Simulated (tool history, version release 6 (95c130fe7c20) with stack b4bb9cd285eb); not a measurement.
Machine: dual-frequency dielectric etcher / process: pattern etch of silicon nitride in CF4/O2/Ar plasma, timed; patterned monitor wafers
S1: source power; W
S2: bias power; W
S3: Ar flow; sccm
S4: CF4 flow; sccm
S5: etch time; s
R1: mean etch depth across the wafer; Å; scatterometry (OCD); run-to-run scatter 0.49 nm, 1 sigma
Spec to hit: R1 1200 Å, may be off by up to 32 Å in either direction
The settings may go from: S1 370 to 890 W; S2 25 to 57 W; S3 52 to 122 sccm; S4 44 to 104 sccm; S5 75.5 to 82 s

run,hour,S1,S2,S3,S4,S5,R1
1,0,630,41,87,74,82,1713.8
2,0.8,550,40,87,74,82,1503.4
3,9.2,550,40,98,74,82,1498.4
4,13.9,550,40,91,74,82,1502
5,20.9,550,40,91,69,82,1489.5
6,28,550,40,81,69,82,1513.1
7,37,500,40,81,69,82,1401.3
8,44.9,470,40,81,69,82,1317.1
9,46.5,450,40,81,69,82,1271.1
10,54.7,440,40,81,69,82,1250.4

4 next moves are on the table. One of them brings every result within its allowed miss. Which?
A,62.9,470,36,94,63,75.5,?
B,62.9,450,41,83,70,81,?
C,62.9,430,38,73,68,80.5,?
D,62.9,440,37,87,72,75.5,?

move,R1
A,1124.7
B,1274.9
C,1186.9
D,1111
A: moves the result that the last run missed by most past its target, out the other side
B: the biggest miss grows against the last run
C: each result inside its tolerance
D: moves the result that the last run missed by most past its target, out the other side
C meets every target.
